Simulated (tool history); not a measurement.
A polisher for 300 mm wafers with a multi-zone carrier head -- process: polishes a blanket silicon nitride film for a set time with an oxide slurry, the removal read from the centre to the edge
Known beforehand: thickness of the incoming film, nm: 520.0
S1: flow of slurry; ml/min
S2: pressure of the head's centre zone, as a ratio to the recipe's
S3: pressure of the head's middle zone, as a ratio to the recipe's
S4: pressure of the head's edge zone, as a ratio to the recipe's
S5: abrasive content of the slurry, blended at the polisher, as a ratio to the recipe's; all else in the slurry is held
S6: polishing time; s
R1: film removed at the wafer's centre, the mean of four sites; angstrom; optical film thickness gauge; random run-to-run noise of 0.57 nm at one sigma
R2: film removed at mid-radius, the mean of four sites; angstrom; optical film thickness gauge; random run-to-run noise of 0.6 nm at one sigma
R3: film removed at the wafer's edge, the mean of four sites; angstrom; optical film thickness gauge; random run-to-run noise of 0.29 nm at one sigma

{"run": 1, "hour": 0.0, "S1": 200, "S2": 1.0, "S3": 1.0, "S4": 1.0, "S5": 1.0, "S6": 82, "R1": 714.52, "R2": 726.26, "R3": 752.88}
{"run": 2, "hour": 6.7, "S1": 200, "S2": 1.0, "S3": 1.0, "S4": 1.0, "S5": 0.9, "S6": 82, "R1": 678.81, "R2": 685.5, "R3": 715.68}
{"run": 3, "hour": 11.0, "S1": 190, "S2": 0.95, "S3": 0.99, "S4": 0.96, "S5": 0.75, "S6": 79, "R1": 554.6, "R2": 584.54, "R3": 602.96}
{"run": 4, "hour": 17.9, "S1": 190, "S2": 0.95, "S3": 0.99, "S4": 0.96, "S5": 0.75, "S6": 100, "R1": 716.33, "R2": 743.45, "R3": 761.05}
{"run": 5, "hour": 21.3, "S1": 190, "S2": 0.95, "S3": 0.99, "S4": 1.0, "S5": 0.75, "S6": 100, "R1": 712.01, "R2": 730.74, "R3": 774.47}
{"run": 6, "hour": 24.7, "S1": 190, "S2": 0.95, "S3": 0.99, "S4": 0.96, "S5": 0.75, "S6": 100, "R1": 712.19, "R2": 739.11, "R3": 763.65}
{"run": 7, "hour": 28.2, "S1": 175, "S2": 0.91, "S3": 0.97, "S4": 0.93, "S5": 0.65, "S6": 94, "R1": 578.9, "R2": 617.83, "R3": 640.52}
{"run": 8, "hour": 35.8, "S1": 175, "S2": 0.91, "S3": 0.97, "S4": 0.93, "S5": 0.65, "S6": 94, "R1": 572.21, "R2": 616.22, "R3": 639.93}
{"run": 9, "hour": 41.8, "S1": 165, "S2": 0.89, "S3": 0.95, "S4": 0.9, "S5": 0.6, "S6": 92, "R1": 516.9, "R2": 562.72, "R3": 574.48}
{"run": 10, "hour": 45.9, "S1": 165, "S2": 0.89, "S3": 0.95, "S4": 0.9, "S5": 0.6, "S6": 92, "R1": 523.01, "R2": 558.02, "R3": 575.83}
{"run": 11, "hour": 49.9, "S1": 130, "S2": 0.81, "S3": 0.92, "S4": 0.86, "S5": 0.5, "S6": 81, "R1": 339.08, "R2": 401.87, "R3": 420.2}
{"run": 12, "hour": 57.1, "S1": 155, "S2": 0.81, "S3": 0.92, "S4": 0.87, "S5": 0.5, "S6": 81, "R1": 350.26, "R2": 403.51, "R3": 431.75}
{"run": 13, "hour": 65.7, "S1": 175, "S2": 0.82, "S3": 0.94, "S4": 0.88, "S5": 0.5, "S6": 81, "R1": 369.79, "R2": 421.15, "R3": 441.55}
{"run": 14, "hour": 73.9, "S1": 185, "S2": 0.83, "S3": 0.96, "S4": 0.9, "S5": 0.5, "S6": 80, "R1": 369.05, "R2": 423.27, "R3": 436.96}
{"run": 15, "hour": 81.3, "S1": 180, "S2": 0.84, "S3": 0.97, "S4": 0.93, "S5": 0.5, "S6": 80, "R1": 364.82, "R2": 424.51, "R3": 446.13}
{"run": 16, "hour": 88.6, "S1": 190, "S2": 0.85, "S3": 0.98, "S4": 0.94, "S5": 0.5, "S6": 80, "R1": 375.29, "R2": 439.92, "R3": 451.33}
{"run": 17, "hour": 92.5, "S1": 195, "S2": 0.86, "S3": 0.98, "S4": 0.96, "S5": 0.5, "S6": 80, "R1": 384.95, "R2": 444.95, "R3": 457.47}

The next listed run, before its measurement:
{"run": 18, "hour": 95.0, "S1": 195, "S2": 0.87, "S3": 0.98, "S4": 0.98, "S5": 0.5, "S6": 80, "R1": "?", "R2": "?", "R3": "?"}

For run 18 the tool returned R1 385.45 angstrom, R2 436.65 angstrom, R3 463.54 angstrom.
